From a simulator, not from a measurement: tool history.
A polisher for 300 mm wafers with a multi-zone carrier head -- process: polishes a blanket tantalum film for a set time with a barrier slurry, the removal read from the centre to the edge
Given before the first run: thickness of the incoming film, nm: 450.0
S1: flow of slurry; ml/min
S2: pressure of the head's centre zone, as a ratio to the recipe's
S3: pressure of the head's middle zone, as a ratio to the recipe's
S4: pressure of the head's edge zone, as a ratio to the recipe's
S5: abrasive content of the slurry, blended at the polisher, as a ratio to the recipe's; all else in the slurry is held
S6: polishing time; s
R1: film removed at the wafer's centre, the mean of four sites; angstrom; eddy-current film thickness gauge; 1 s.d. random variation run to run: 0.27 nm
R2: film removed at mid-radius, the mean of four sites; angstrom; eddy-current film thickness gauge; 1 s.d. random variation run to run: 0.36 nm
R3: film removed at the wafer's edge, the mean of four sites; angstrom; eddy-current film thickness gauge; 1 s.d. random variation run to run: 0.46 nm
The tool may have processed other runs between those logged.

run 1 hour=0 | S1=170 S2=1 S3=1 S4=1 S5=1 S6=46 | R1=750.24 R2=659.81 R3=644.31
run 2 hour=1.4 | S1=155 S2=0.95 S3=0.96 S4=0.98 S5=0.85 S6=43 | R1=633.67 R2=573.77 R3=568.64
run 3 hour=10.2 | S1=145 S2=0.92 S3=0.92 S4=0.98 S5=0.75 S6=41 | R1=554.48 R2=499.25 R3=528.72
run 4 hour=14.8 | S1=140 S2=0.89 S3=0.9 S4=0.95 S5=0.7 S6=40 | R1=513.46 R2=479.93 R3=496.6
run 5 hour=17.9 | S1=135 S2=0.88 S3=0.88 S4=0.94 S5=0.65 S6=39 | R1=478.67 R2=443.31 R3=473.55
run 6 hour=22.1 | S1=130 S2=0.87 S3=0.86 S4=0.92 S5=0.6 S6=39 | R1=464.94 R2=417.31 R3=457.02
run 7 hour=25.6 | S1=125 S2=0.85 S3=0.86 S4=0.9 S5=0.6 S6=39 | R1=446.02 R2=414.29 R3=454.05
run 8 hour=31.9 | S1=120 S2=0.85 S3=0.86 S4=0.88 S5=0.6 S6=39 | R1=447.26 R2=422.52 R3=443.77
run 9 hour=40.1 | S1=115 S2=0.84 S3=0.85 S4=0.87 S5=0.6 S6=39 | R1=433.9 R2=414.79 R3=439.52

Estimate the outcome of run 10 from the log above:
run 10 hour=41.1 | S1=110 S2=0.84 S3=0.84 S4=0.87 S5=0.6 S6=39 | R1=? R2=? R3=?

{"run 10": {"R1": 435.75, "R2": 394.92, "R3": 431.89}}
